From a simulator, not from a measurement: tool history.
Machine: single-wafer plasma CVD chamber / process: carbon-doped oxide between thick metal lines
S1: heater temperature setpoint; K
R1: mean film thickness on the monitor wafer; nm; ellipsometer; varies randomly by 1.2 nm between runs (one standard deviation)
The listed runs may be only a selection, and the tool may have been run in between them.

run 1 hour=0.0 | S1=608.15 chamber_pressure_(Pa)=777 RF_power_(W)=625 deposition_time_(s)=144 | R1=761.67
run 2 hour=5.4 | S1=611.15 chamber_pressure_(Pa)=741 RF_power_(W)=600 deposition_time_(s)=144 | R1=726.51
run 3 hour=7.2 | S1=611.15 chamber_pressure_(Pa)=628 RF_power_(W)=600 deposition_time_(s)=144 | R1=711.34
run 4 hour=8.0 | S1=616.15 chamber_pressure_(Pa)=628 RF_power_(W)=600 deposition_time_(s)=144 | R1=705.44
run 5 hour=16.3 | S1=616.15 chamber_pressure_(Pa)=699 RF_power_(W)=600 deposition_time_(s)=144 | R1=713.09
run 6 hour=21.4 | S1=616.15 chamber_pressure_(Pa)=699 RF_power_(W)=530 deposition_time_(s)=144 | R1=635.13
run 7 hour=23.4 | S1=628.15 chamber_pressure_(Pa)=543 RF_power_(W)=455 deposition_time_(s)=144 | R1=502.04
run 8 hour=30.9 | S1=627.15 chamber_pressure_(Pa)=547 RF_power_(W)=455 deposition_time_(s)=144 | R1=502.28

Run 9 comes next. What will it give?
run 9 hour=36.4 | S1=626.15 chamber_pressure_(Pa)=551 RF_power_(W)=455 deposition_time_(s)=144 | R1=?

{"run 9": {"R1": 502.53}}

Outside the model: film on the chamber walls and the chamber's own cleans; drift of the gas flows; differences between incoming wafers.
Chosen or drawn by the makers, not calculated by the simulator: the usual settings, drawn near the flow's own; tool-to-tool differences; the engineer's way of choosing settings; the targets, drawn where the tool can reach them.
